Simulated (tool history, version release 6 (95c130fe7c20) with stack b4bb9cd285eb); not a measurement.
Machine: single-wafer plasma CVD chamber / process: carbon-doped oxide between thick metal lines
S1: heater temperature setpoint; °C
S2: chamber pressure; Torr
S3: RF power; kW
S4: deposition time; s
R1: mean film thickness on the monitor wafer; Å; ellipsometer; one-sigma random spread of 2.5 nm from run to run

run 1 hour=0.0 | S1=345 S2=4.25 S3=0.665 S4=99.8 | R1=5678.5
run 2 hour=2.6 | S1=347 S2=4.00 S3=0.650 S4=99.8 | R1=5524.1
run 3 hour=11.0 | S1=349 S2=3.80 S3=0.640 S4=99.8 | R1=5312.7
run 4 hour=12.1 | S1=355 S2=3.80 S3=0.640 S4=99.8 | R1=5279.3
run 5 hour=20.5 | S1=366 S2=3.80 S3=0.640 S4=99.8 | R1=5144.1
run 6 hour=24.2 | S1=360 S2=3.80 S3=0.640 S4=99.8 | R1=5203.3

Run 7 has not been measured yet. What should we expect?
run 7 hour=29.7 | S1=361 S2=3.71 S3=0.635 S4=99.8 | R1=?

Run 7 yielded R1 5172.9 Å.
